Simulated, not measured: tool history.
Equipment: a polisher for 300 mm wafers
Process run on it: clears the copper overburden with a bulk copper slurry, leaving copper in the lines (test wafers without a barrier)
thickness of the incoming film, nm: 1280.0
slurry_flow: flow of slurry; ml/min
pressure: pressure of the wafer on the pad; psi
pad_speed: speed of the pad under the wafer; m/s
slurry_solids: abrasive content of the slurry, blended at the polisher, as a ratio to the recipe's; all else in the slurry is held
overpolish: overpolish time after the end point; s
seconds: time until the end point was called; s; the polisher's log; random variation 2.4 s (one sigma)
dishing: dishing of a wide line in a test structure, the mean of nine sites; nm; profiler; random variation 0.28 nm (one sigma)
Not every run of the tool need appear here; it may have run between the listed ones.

run 1 hour=0.0 | slurry_flow=290 pressure=3.0 pad_speed=1.38 slurry_solids=1.00 overpolish=13 | seconds=99.747 dishing=48.085
run 2 hour=4.4 | slurry_flow=290 pressure=2.7 pad_speed=1.30 slurry_solids=1.00 overpolish=11 | seconds=119.370 dishing=43.162
run 3 hour=12.3 | slurry_flow=300 pressure=2.5 pad_speed=1.24 slurry_solids=1.05 overpolish=10 | seconds=133.250 dishing=37.961
run 4 hour=15.1 | slurry_flow=330 pressure=2.3 pad_speed=1.20 slurry_solids=1.15 overpolish=9 | seconds=142.210 dishing=35.614
run 5 hour=23.9 | slurry_flow=330 pressure=2.3 pad_speed=1.38 slurry_solids=1.15 overpolish=9 | seconds=120.570 dishing=36.851
run 6 hour=29.9 | slurry_flow=285 pressure=2.3 pad_speed=1.38 slurry_solids=1.15 overpolish=9 | seconds=125.690 dishing=37.171
run 7 hour=38.2 | slurry_flow=315 pressure=2.1 pad_speed=1.28 slurry_solids=1.20 overpolish=8 | seconds=146.740 dishing=31.479

Run 8 comes next. What will it give?
run 8 hour=40.7 | slurry_flow=290 pressure=2.0 pad_speed=1.28 slurry_solids=1.25 overpolish=7 | seconds=? dishing=?

Run 8 produced seconds 149.600 s, dishing 28.809 nm.
